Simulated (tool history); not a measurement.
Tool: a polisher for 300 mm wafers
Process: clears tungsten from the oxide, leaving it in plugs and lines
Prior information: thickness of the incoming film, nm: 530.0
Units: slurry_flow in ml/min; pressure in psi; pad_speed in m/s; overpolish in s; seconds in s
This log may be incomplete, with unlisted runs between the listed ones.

{"run": 1, "day": 0.0, "slurry_flow": 275, "pressure": 3.5, "pad_speed": 1, "slurry_solids": 1, "overpolish": 35, "seconds": 140.77}
{"run": 2, "day": 0.171, "slurry_flow": 275, "pressure": 3.5, "pad_speed": 0.8, "slurry_solids": 1, "overpolish": 35, "seconds": 161.37}
{"run": 3, "day": 0.442, "slurry_flow": 275, "pressure": 3.5, "pad_speed": 1.02, "slurry_solids": 1, "overpolish": 35, "seconds": 142.6}
{"run": 4, "day": 0.804, "slurry_flow": 230, "pressure": 3.5, "pad_speed": 1.02, "slurry_solids": 1, "overpolish": 35, "seconds": 143.9}
{"run": 5, "day": 0.938, "slurry_flow": 230, "pressure": 2.8, "pad_speed": 1.02, "slurry_solids": 1, "overpolish": 35, "seconds": 179.36}
{"run": 6, "day": 1.017, "slurry_flow": 235, "pressure": 3.3, "pad_speed": 1.04, "slurry_solids": 1, "overpolish": 35, "seconds": 148.84}
{"run": 7, "day": 1.367, "slurry_flow": 235, "pressure": 4.3, "pad_speed": 1.06, "slurry_solids": 1, "overpolish": 35, "seconds": 114.31}

Forecast run 8:
{"run": 8, "day": 1.467, "slurry_flow": 240, "pressure": 4.4, "pad_speed": 1.06, "slurry_solids": 1, "overpolish": 35, "seconds": "?"}

seconds: 111.31 s

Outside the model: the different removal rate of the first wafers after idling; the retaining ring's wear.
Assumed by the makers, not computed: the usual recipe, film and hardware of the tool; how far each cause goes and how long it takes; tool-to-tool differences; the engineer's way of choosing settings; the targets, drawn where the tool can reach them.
